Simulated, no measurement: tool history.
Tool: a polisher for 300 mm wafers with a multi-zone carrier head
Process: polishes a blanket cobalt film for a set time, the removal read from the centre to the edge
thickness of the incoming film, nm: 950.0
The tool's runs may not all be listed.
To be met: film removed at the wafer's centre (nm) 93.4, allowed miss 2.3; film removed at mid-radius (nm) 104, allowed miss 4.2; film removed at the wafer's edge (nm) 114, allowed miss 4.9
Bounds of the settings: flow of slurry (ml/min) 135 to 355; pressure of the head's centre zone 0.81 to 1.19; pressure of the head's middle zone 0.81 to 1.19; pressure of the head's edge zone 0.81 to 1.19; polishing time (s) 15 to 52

run	hour	flow of slurry (ml/min)	pressure of the head's centre zone	pressure of the head's middle zone	pressure of the head's edge zone	polishing time (s)	film removed at the wafer's centre (nm)	film removed at mid-radius (nm)	film removed at the wafer's edge (nm)
1	0	225	1	1	1	33	161.41	164.05	165.25
2	9	215	0.97	0.98	0.99	31	147.67	149.92	154.82
3	15.1	210	0.95	0.97	0.99	29	134.95	138.89	144.62
4	16.9	205	0.93	0.96	0.99	28	126.75	132.62	137.33
5	24.9	200	0.91	0.95	0.99	27	118.96	125.33	130.85
6	31	200	0.98	0.95	0.99	27	126.63	128.63	131.68
7	39	190	0.95	0.94	0.99	26	118.01	118.33	125.71
8	45.8	185	0.93	0.94	0.99	26	113.48	119.94	124.38
9	47.5	160	0.83	0.84	0.97	24	91.517	98.372	113.25
10	51.7	165	0.83	0.85	0.97	24	92.497	101.55	114.67

Which of these 4 next moves meets every target?
A	55.9	220	0.89	0.89	0.95	23	?	?	?
B	55.9	155	0.85	0.81	1.04	24	?	?	?
C	55.9	205	0.84	0.89	0.99	23	?	?	?
D	55.9	155	0.82	0.89	1	24	?	?	?

move	film removed at the wafer's centre (nm)	film removed at mid-radius (nm)	film removed at the wafer's edge (nm)
A	99.294	104.73	111.26
B	92.091	94.944	115.9
C	92.557	103.64	112.57
D	88.862	102.6	113.58
A: brings the result that was furthest off to its target, and leaves another outside
B: further off than the last run
C: meets every target
D: brings the result that was furthest off to its target, and leaves another outside
Answer: C
